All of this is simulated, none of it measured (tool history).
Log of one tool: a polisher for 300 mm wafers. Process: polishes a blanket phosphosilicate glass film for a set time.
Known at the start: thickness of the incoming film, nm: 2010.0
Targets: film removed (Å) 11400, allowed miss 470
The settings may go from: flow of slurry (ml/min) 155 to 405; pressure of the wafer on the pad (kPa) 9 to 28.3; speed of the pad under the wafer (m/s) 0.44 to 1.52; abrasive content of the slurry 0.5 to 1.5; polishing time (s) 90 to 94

| run | day | flow of slurry (ml/min) | pressure of the wafer on the pad (kPa) | speed of the pad under the wafer (m/s) | abrasive content of the slurry | polishing time (s) | film removed (Å) |
|---|---|---|---|---|---|---|---|
| 1 | 0 | 260 | 18.6 | 0.98 | 1 | 90 | 6713.7 |
| 2 | 0.225 | 260 | 18.6 | 0.98 | 0.9 | 90 | 6579 |
| 3 | 0.262 | 260 | 20.7 | 0.98 | 0.9 | 90 | 7038.3 |
| 4 | 0.375 | 260 | 23.4 | 1.06 | 0.9 | 90 | 8704.1 |
| 5 | 0.717 | 260 | 24.8 | 1.08 | 0.9 | 90 | 9285.3 |
| 6 | 0.808 | 260 | 26.2 | 1.1 | 0.9 | 90 | 9880.7 |
| 7 | 0.842 | 260 | 26.9 | 1.12 | 0.9 | 90 | 10627 |
| 8 | 0.929 | 260 | 27.6 | 1.12 | 0.9 | 90 | 10388 |
| 9 | 1.146 | 260 | 27.6 | 1.12 | 0.9 | 90 | 10534 |
| 10 | 1.3 | 260 | 27.6 | 1.14 | 0.9 | 90 | 10786 |
| 11 | 1.596 | 260 | 27.6 | 1.16 | 0.9 | 90 | 11031 |

4 next moves are on the table. One of them brings every result within its allowed miss. Which?
| A | 1.892 | 265 | 26.9 | 1.06 | 1.05 | 90 | ? |
| B | 1.892 | 330 | 27.6 | 1.1 | 0.9 | 90 | ? |
| C | 1.892 | 275 | 26.2 | 1.12 | 0.9 | 94 | ? |
| D | 1.892 | 210 | 27.6 | 1.2 | 0.95 | 91 | ? |

| move | film removed (Å) |
|---|---|
| A | 10506 |
| B | 10744 |
| C | 10640 |
| D | 11279 |
A: further off than the last run
B: further off than the last run
C: further off than the last run
D: meets every target
Answer: D
